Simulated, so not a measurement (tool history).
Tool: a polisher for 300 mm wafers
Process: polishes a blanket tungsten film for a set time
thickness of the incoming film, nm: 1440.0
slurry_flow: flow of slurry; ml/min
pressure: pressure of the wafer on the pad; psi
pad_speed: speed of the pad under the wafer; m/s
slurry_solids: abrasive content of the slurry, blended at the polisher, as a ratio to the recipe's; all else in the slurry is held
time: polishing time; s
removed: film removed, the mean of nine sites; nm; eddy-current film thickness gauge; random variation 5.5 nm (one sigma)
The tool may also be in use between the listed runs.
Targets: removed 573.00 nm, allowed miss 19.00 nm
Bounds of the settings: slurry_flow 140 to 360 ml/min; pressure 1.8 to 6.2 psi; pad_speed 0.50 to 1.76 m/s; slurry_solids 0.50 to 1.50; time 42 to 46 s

{"run": 1, "hour": 0.0, "slurry_flow": 230, "pressure": 4.0, "pad_speed": 1.12, "slurry_solids": 1.0, "time": 46, "removed": 307.32}
{"run": 2, "hour": 7.2, "slurry_flow": 230, "pressure": 4.0, "pad_speed": 1.12, "slurry_solids": 1.0, "time": 42, "removed": 282.19}
{"run": 3, "hour": 11.3, "slurry_flow": 230, "pressure": 4.4, "pad_speed": 1.16, "slurry_solids": 1.0, "time": 42, "removed": 320.48}
{"run": 4, "hour": 16.0, "slurry_flow": 195, "pressure": 4.4, "pad_speed": 1.16, "slurry_solids": 1.0, "time": 42, "removed": 319.41}
{"run": 5, "hour": 18.3, "slurry_flow": 195, "pressure": 3.7, "pad_speed": 1.16, "slurry_solids": 1.0, "time": 42, "removed": 263.26}
{"run": 6, "hour": 23.3, "slurry_flow": 195, "pressure": 3.7, "pad_speed": 1.16, "slurry_solids": 1.2, "time": 42, "removed": 273.68}
{"run": 7, "hour": 31.5, "slurry_flow": 200, "pressure": 4.2, "pad_speed": 1.18, "slurry_solids": 1.2, "time": 42, "removed": 314.47}
{"run": 8, "hour": 38.4, "slurry_flow": 205, "pressure": 4.6, "pad_speed": 1.2, "slurry_solids": 1.2, "time": 42, "removed": 352.94}
{"run": 9, "hour": 42.6, "slurry_flow": 210, "pressure": 4.9, "pad_speed": 1.22, "slurry_solids": 1.2, "time": 42, "removed": 381.12}
{"run": 10, "hour": 50.9, "slurry_flow": 210, "pressure": 5.1, "pad_speed": 1.24, "slurry_solids": 1.2, "time": 42, "removed": 410.01}

Which of these 5 next moves meets every target?
{"run": "A", "hour": 59.2, "slurry_flow": 170, "pressure": 5.3, "pad_speed": 1.66, "slurry_solids": 1.05, "time": 46, "removed": "?"}
{"run": "B", "hour": 59.2, "slurry_flow": 210, "pressure": 5.4, "pad_speed": 1.58, "slurry_solids": 1.25, "time": 42, "removed": "?"}
{"run": "C", "hour": 59.2, "slurry_flow": 225, "pressure": 5.4, "pad_speed": 1.36, "slurry_solids": 1.2, "time": 46, "removed": "?"}
{"run": "D", "hour": 59.2, "slurry_flow": 195, "pressure": 5.6, "pad_speed": 1.38, "slurry_solids": 1.25, "time": 45, "removed": "?"}
{"run": "E", "hour": 59.2, "slurry_flow": 155, "pressure": 5.9, "pad_speed": 1.42, "slurry_solids": 1.0, "time": 46, "removed": "?"}

move=A removed=564.03
move=B removed=534.21
move=C removed=509.61
move=D removed=519.95
move=E removed=530.91
A: meets every target
B: nearer than the last run, and not there yet
C: nearer than the last run, and not there yet
D: nearer than the last run, and not there yet
E: nearer than the last run, and not there yet
Answer: A
